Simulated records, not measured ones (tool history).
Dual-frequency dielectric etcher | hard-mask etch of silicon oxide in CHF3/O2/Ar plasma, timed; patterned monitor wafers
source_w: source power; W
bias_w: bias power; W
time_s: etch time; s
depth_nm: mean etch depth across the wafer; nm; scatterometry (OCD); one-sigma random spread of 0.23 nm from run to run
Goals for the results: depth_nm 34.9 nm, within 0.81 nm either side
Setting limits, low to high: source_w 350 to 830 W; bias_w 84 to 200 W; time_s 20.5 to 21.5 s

run 1 hour=0 | source_w=590 bias_w=142 time_s=20.5 | depth_nm=39.295
run 2 hour=2 | source_w=590 bias_w=142 time_s=21.5 | depth_nm=40.764
run 3 hour=4.2 | source_w=550 bias_w=139 time_s=21.5 | depth_nm=39.927
run 4 hour=7.5 | source_w=520 bias_w=136 time_s=21.5 | depth_nm=39.027
run 5 hour=11.6 | source_w=590 bias_w=136 time_s=21.5 | depth_nm=40.596
run 6 hour=15.7 | source_w=550 bias_w=132 time_s=21.5 | depth_nm=38.91
run 7 hour=20.9 | source_w=550 bias_w=132 time_s=21.5 | depth_nm=39.154
run 8 hour=28.5 | source_w=520 bias_w=130 time_s=21.5 | depth_nm=38.191
run 9 hour=35.3 | source_w=500 bias_w=128 time_s=21.5 | depth_nm=38.095
run 10 hour=39.9 | source_w=480 bias_w=125 time_s=21.5 | depth_nm=36.883
run 11 hour=43.1 | source_w=470 bias_w=124 time_s=21.5 | depth_nm=36.258
run 12 hour=44.7 | source_w=460 bias_w=123 time_s=21.5 | depth_nm=35.932
run 13 hour=50.7 | source_w=450 bias_w=123 time_s=21.5 | depth_nm=36.407
run 14 hour=51.5 | source_w=440 bias_w=122 time_s=21.5 | depth_nm=36.063

5 next moves are on the table. One of them brings every result within its allowed miss. Which?
run A hour=52.3 | source_w=410 bias_w=133 time_s=21 | depth_nm=?
run B hour=52.3 | source_w=350 bias_w=129 time_s=21 | depth_nm=?
run C hour=52.3 | source_w=480 bias_w=142 time_s=20.5 | depth_nm=?
run D hour=52.3 | source_w=560 bias_w=128 time_s=20.5 | depth_nm=?
run E hour=52.3 | source_w=390 bias_w=117 time_s=21 | depth_nm=?

move=A depth_nm=35.639
move=B depth_nm=33.827
move=C depth_nm=37.1
move=D depth_nm=37.686
move=E depth_nm=33.869
A: every result within its allowed miss
B: pushes the last run's worst result past its target
C: its largest miss is bigger than the last run's
D: its largest miss is bigger than the last run's
E: pushes the last run's worst result past its target
Move A is the one to make.
